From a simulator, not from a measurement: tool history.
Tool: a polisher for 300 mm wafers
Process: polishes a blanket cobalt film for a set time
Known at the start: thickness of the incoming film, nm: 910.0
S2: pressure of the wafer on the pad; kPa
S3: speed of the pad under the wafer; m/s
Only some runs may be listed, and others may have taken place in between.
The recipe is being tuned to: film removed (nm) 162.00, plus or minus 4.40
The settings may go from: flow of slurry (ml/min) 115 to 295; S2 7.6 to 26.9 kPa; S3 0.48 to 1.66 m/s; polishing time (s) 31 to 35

Run 1, hour 0.0: flow of slurry (ml/min) 190, S2 17.2 kPa, S3 1.06 m/s, polishing time (s) 35. Result: film removed (nm) 225.66.
Run 2, hour 0.6: flow of slurry (ml/min) 185, S2 15.9 kPa, S3 1.06 m/s, polishing time (s) 35. Result: film removed (nm) 211.86.
Run 3, hour 1.6: flow of slurry (ml/min) 200, S2 15.9 kPa, S3 1.06 m/s, polishing time (s) 35. Result: film removed (nm) 213.64.
Run 4, hour 9.1: flow of slurry (ml/min) 195, S2 15.2 kPa, S3 1.06 m/s, polishing time (s) 35. Result: film removed (nm) 204.23.
Run 5, hour 12.1: flow of slurry (ml/min) 175, S2 15.2 kPa, S3 1.06 m/s, polishing time (s) 35. Result: film removed (nm) 199.66.
Run 6, hour 14.5: flow of slurry (ml/min) 170, S2 14.5 kPa, S3 1.06 m/s, polishing time (s) 35. Result: film removed (nm) 188.59.
Run 7, hour 17.6: flow of slurry (ml/min) 160, S2 13.8 kPa, S3 1.06 m/s, polishing time (s) 35. Result: film removed (nm) 181.20.
Run 8, hour 22.6: flow of slurry (ml/min) 155, S2 13.8 kPa, S3 1.06 m/s, polishing time (s) 35. Result: film removed (nm) 179.04.
Run 9, hour 28.9: flow of slurry (ml/min) 150, S2 13.8 kPa, S3 1.06 m/s, polishing time (s) 35. Result: film removed (nm) 180.41.

Which one of the following 5 next-run settings gets every result inside its allowed miss? There is exactly one.
Run A, hour 35.2: flow of slurry (ml/min) 130, S2 13.1 kPa, S3 0.98 m/s, polishing time (s) 34. Result: film removed (nm) ?.
Run B, hour 35.2: flow of slurry (ml/min) 155, S2 13.8 kPa, S3 1.10 m/s, polishing time (s) 33. Result: film removed (nm) ?.
Run C, hour 35.2: flow of slurry (ml/min) 115, S2 18.6 kPa, S3 0.72 m/s, polishing time (s) 33. Result: film removed (nm) ?.
Run D, hour 35.2: flow of slurry (ml/min) 115, S2 16.5 kPa, S3 0.70 m/s, polishing time (s) 35. Result: film removed (nm) ?.
Run E, hour 35.2: flow of slurry (ml/min) 155, S2 11.7 kPa, S3 1.10 m/s, polishing time (s) 34. Result: film removed (nm) ?.

move  film removed (nm)
   A             149.17
   B             171.22
   C             157.99
   D             146.47
   E             150.93
A: takes the result that was furthest off past its target
B: an improvement on the last run, though not all results are within tolerance
C: hits every target within its allowed miss
D: takes the result that was furthest off past its target
E: takes the result that was furthest off past its target
Go with C: it meets all targets.
